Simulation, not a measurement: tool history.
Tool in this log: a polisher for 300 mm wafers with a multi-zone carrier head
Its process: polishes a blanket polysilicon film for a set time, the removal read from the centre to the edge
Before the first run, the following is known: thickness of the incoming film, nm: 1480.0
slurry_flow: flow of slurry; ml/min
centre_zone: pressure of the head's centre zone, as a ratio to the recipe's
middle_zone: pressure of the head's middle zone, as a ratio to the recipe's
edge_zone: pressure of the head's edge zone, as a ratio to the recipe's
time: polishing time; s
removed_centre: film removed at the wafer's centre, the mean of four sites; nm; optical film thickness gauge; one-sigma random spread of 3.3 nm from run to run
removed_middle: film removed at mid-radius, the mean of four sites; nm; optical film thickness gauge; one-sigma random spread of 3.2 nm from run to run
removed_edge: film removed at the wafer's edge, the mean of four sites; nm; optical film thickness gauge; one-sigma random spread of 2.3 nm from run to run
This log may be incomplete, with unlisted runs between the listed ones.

| run | hour | slurry_flow | centre_zone | middle_zone | edge_zone | time | removed_centre | removed_middle | removed_edge |
|---|---|---|---|---|---|---|---|---|---|
| 1 | 0 | 195 | 1 | 1 | 1 | 54 | 466.34 | 440.12 | 453.57 |
| 2 | 4.3 | 195 | 1 | 1 | 1 | 67 | 573.32 | 556.88 | 560.18 |
| 3 | 8.2 | 190 | 0.97 | 1.02 | 0.96 | 61 | 507.52 | 506.91 | 496.45 |
| 4 | 11.4 | 185 | 0.94 | 1.04 | 0.93 | 57 | 452.93 | 478.92 | 457.57 |
| 5 | 15.4 | 185 | 0.94 | 1.04 | 0.96 | 57 | 453.75 | 478.71 | 464.89 |
| 6 | 23.3 | 180 | 0.93 | 1.05 | 0.93 | 53 | 418.93 | 445.01 | 429.93 |
| 7 | 23.9 | 185 | 0.92 | 1.07 | 0.91 | 50 | 390.96 | 434.03 | 403.99 |
| 8 | 25 | 185 | 0.92 | 1.08 | 0.89 | 48 | 372.03 | 415.78 | 381.6 |
| 9 | 33.4 | 180 | 0.92 | 1.08 | 0.87 | 47 | 363.39 | 413.95 | 366.77 |

The next listed run, before its measurement:
| 10 | 40.7 | 175 | 0.91 | 1.07 | 0.86 | 46 | ? | ? | ? |

removed_centre: 353.41 nm
removed_middle: 402.93 nm
removed_edge: 356.36 nm
